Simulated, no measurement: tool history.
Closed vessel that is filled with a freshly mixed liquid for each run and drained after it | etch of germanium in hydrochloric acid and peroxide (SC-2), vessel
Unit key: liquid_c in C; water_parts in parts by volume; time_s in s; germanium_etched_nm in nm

run  hour  liquid_c  water_parts  time_s  germanium_etched_nm
  1     0        47           11      30               51.526
  2   5.4      49.5           11      30               55.577
  3    12        51           11      30                58.65
  4  18.2        51         12.5      30               56.367
  5  21.2        51           10      30                59.64
  6  23.8        51           10      30               58.232

Estimate the outcome of run 7 from the log above:
  7  27.2      52.5           10      30                    ?

{"run 7": {"germanium_etched_nm": 61.533}}
